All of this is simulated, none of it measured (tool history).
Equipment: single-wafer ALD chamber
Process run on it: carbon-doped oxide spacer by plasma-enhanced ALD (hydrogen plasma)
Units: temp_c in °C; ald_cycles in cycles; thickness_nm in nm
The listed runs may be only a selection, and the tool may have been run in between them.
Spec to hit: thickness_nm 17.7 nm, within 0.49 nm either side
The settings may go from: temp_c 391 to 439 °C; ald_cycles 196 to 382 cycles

{"run": 1, "hour": 0.0, "temp_c": 415, "ald_cycles": 289, "thickness_nm": 15.14}
{"run": 2, "hour": 8.2, "temp_c": 408, "ald_cycles": 289, "thickness_nm": 15.483}
{"run": 3, "hour": 17.7, "temp_c": 407, "ald_cycles": 293, "thickness_nm": 15.694}
{"run": 4, "hour": 27.2, "temp_c": 407, "ald_cycles": 297, "thickness_nm": 15.985}
{"run": 5, "hour": 30.9, "temp_c": 407, "ald_cycles": 260, "thickness_nm": 14.127}
{"run": 6, "hour": 34.9, "temp_c": 407, "ald_cycles": 293, "thickness_nm": 15.712}
{"run": 7, "hour": 37.0, "temp_c": 406, "ald_cycles": 297, "thickness_nm": 15.999}
{"run": 8, "hour": 44.1, "temp_c": 405, "ald_cycles": 300, "thickness_nm": 16.293}
{"run": 9, "hour": 48.9, "temp_c": 404, "ald_cycles": 302, "thickness_nm": 16.393}
{"run": 10, "hour": 52.0, "temp_c": 403, "ald_cycles": 304, "thickness_nm": 16.542}
{"run": 11, "hour": 53.8, "temp_c": 403, "ald_cycles": 306, "thickness_nm": 16.649}
{"run": 12, "hour": 63.3, "temp_c": 403, "ald_cycles": 308, "thickness_nm": 16.833}
{"run": 13, "hour": 67.0, "temp_c": 402, "ald_cycles": 309, "thickness_nm": 16.837}
{"run": 14, "hour": 70.1, "temp_c": 402, "ald_cycles": 311, "thickness_nm": 16.935}

Below are 4 possible settings for the next run. Only one of them brings all results inside the allowed miss of their targets. Which is it?
{"run": "A", "hour": 73.2, "temp_c": 395, "ald_cycles": 308, "thickness_nm": "?"}
{"run": "B", "hour": 73.2, "temp_c": 400, "ald_cycles": 346, "thickness_nm": "?"}
{"run": "C", "hour": 73.2, "temp_c": 410, "ald_cycles": 332, "thickness_nm": "?"}
{"run": "D", "hour": 73.2, "temp_c": 420, "ald_cycles": 301, "thickness_nm": "?"}

move=A thickness_nm=16.851
move=B thickness_nm=18.93
move=C thickness_nm=17.651
move=D thickness_nm=15.452
A: moves away from the targets compared with the last run
B: takes the result that was furthest off past its target
C: all results land within tolerance of their targets
D: moves away from the targets compared with the last run
The right move is C.

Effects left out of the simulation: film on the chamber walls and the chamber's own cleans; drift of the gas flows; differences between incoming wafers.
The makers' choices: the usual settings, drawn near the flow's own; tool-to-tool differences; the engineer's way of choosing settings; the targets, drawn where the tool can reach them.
